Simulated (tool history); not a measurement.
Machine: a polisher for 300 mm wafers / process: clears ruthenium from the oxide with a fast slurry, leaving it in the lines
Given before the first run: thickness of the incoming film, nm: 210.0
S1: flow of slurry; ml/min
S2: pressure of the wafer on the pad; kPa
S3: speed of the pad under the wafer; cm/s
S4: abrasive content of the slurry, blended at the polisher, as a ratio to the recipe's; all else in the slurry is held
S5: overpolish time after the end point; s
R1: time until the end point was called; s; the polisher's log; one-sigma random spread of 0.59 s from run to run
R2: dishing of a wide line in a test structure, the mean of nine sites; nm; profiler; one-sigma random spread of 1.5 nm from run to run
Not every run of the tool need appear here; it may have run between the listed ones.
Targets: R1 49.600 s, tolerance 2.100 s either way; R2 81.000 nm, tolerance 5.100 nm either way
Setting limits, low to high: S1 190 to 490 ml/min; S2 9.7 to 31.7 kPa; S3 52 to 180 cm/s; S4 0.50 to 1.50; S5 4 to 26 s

| run | day | S1 | S2 | S3 | S4 | S5 | R1 | R2 |
|---|---|---|---|---|---|---|---|---|
| 1 | 0.000 | 315 | 20.7 | 116 | 1.00 | 13 | 46.751 | 54.057 |
| 2 | 0.275 | 285 | 20.7 | 116 | 1.00 | 13 | 47.080 | 56.897 |
| 3 | 0.579 | 285 | 15.9 | 116 | 1.00 | 13 | 60.383 | 43.815 |
| 4 | 0.712 | 285 | 16.5 | 116 | 1.00 | 14 | 57.838 | 49.151 |
| 5 | 0.758 | 280 | 17.2 | 116 | 1.00 | 15 | 55.292 | 52.983 |
| 6 | 0.867 | 255 | 17.2 | 116 | 1.00 | 15 | 55.745 | 52.489 |
| 7 | 1.150 | 255 | 17.2 | 116 | 1.00 | 16 | 56.780 | 56.305 |
| 8 | 1.525 | 255 | 17.9 | 116 | 1.00 | 17 | 53.768 | 60.636 |

Below are 4 possible settings for the next run. Only one of them brings all results inside the allowed miss of their targets. Which is it?
| A | 1.900 | 320 | 13.8 | 160 | 1.30 | 14 | ? | ? |
| B | 1.900 | 305 | 13.1 | 166 | 0.85 | 14 | ? | ? |
| C | 1.900 | 190 | 19.3 | 84 | 1.35 | 26 | ? | ? |
| D | 1.900 | 250 | 17.2 | 132 | 1.05 | 22 | ? | ? |

| move | R1 | R2 |
|---|---|---|
| A | 46.052 | 59.336 |
| B | 57.105 | 49.300 |
| C | 60.715 | 78.565 |
| D | 49.601 | 80.763 |
A: moves away from the targets compared with the last run
B: moves away from the targets compared with the last run
C: brings the result that was furthest off to its target, and leaves another outside
D: every result within its allowed miss
Move D is the one to make.
